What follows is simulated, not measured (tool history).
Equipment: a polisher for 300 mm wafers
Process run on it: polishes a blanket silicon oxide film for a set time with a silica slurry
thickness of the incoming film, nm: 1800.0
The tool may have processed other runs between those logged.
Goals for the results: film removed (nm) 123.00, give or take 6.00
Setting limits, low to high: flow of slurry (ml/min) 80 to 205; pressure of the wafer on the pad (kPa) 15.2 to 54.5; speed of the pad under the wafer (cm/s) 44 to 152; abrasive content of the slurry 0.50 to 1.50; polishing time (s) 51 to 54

run	hour	flow of slurry (ml/min)	pressure of the wafer on the pad (kPa)	speed of the pad under the wafer (cm/s)	abrasive content of the slurry	polishing time (s)	film removed (nm)
1	0.0	135	34.5	98	1.00	51	208.70
2	1.2	135	31.7	98	1.00	51	186.75
3	4.9	135	40.0	98	1.00	51	232.92
4	7.9	120	40.0	98	1.00	51	235.73
5	15.9	120	35.9	96	1.00	51	204.49
6	21.5	120	35.9	96	1.15	51	217.72
7	26.4	120	32.4	94	1.15	51	195.90
8	29.9	120	29.6	94	1.15	51	179.32
9	31.6	120	27.6	94	1.15	51	166.86
10	39.3	115	17.9	92	1.15	51	107.79
11	40.8	120	18.6	92	1.15	51	111.91

Consider the 5 candidate settings below. Which is the only one whose results all fall within their allowed miss of target?
A	42.3	100	23.4	84	1.15	51	?
B	42.3	130	17.2	88	1.30	51	?
C	42.3	125	17.9	88	1.10	51	?
D	42.3	100	17.9	74	1.50	54	?
E	42.3	135	17.2	88	1.25	51	?

move	film removed (nm)
A	121.39
B	106.16
C	101.29
D	100.59
E	105.24
A: meets every target
B: moves away from the targets compared with the last run
C: moves away from the targets compared with the last run
D: moves away from the targets compared with the last run
E: moves away from the targets compared with the last run
Move A is the one to make.
